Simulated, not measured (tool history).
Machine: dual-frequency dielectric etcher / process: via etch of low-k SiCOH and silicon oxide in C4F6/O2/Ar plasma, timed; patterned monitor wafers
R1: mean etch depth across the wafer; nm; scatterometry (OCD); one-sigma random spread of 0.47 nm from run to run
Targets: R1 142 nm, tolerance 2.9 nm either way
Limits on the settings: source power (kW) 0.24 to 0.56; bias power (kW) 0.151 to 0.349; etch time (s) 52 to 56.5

{"run": 1, "hour": 0.0, "source power (kW)": 0.4, "bias power (kW)": 0.25, "etch time (s)": 56.5, "R1": 181.73}
{"run": 2, "hour": 5.4, "source power (kW)": 0.37, "bias power (kW)": 0.233, "etch time (s)": 56, "R1": 169.57}
{"run": 3, "hour": 6.8, "source power (kW)": 0.34, "bias power (kW)": 0.226, "etch time (s)": 56, "R1": 161.41}
{"run": 4, "hour": 8.6, "source power (kW)": 0.39, "bias power (kW)": 0.226, "etch time (s)": 56, "R1": 173.64}
{"run": 5, "hour": 10.1, "source power (kW)": 0.36, "bias power (kW)": 0.223, "etch time (s)": 56, "R1": 165.83}
{"run": 6, "hour": 18.4, "source power (kW)": 0.36, "bias power (kW)": 0.223, "etch time (s)": 56.5, "R1": 167.24}
{"run": 7, "hour": 24.7, "source power (kW)": 0.28, "bias power (kW)": 0.174, "etch time (s)": 55, "R1": 132.63}
{"run": 8, "hour": 27.8, "source power (kW)": 0.29, "bias power (kW)": 0.175, "etch time (s)": 55, "R1": 135.41}
{"run": 9, "hour": 36.0, "source power (kW)": 0.3, "bias power (kW)": 0.176, "etch time (s)": 55, "R1": 138.99}

Consider the 4 candidate settings below. Which is the only one whose results all fall within their allowed miss of target?
{"run": "A", "hour": 44.2, "source power (kW)": 0.3, "bias power (kW)": 0.168, "etch time (s)": 56.5, "R1": "?"}
{"run": "B", "hour": 44.2, "source power (kW)": 0.29, "bias power (kW)": 0.181, "etch time (s)": 54.5, "R1": "?"}
{"run": "C", "hour": 44.2, "source power (kW)": 0.32, "bias power (kW)": 0.152, "etch time (s)": 53, "R1": "?"}
{"run": "D", "hour": 44.2, "source power (kW)": 0.35, "bias power (kW)": 0.187, "etch time (s)": 53.5, "R1": "?"}

move=A R1=141.12
move=B R1=135.81
move=C R1=134.34
move=D R1=149.56
A: all results in spec
B: further off than the last run
C: further off than the last run
D: takes the biggest miss from the last run beyond its target
Go with A: it meets all targets.
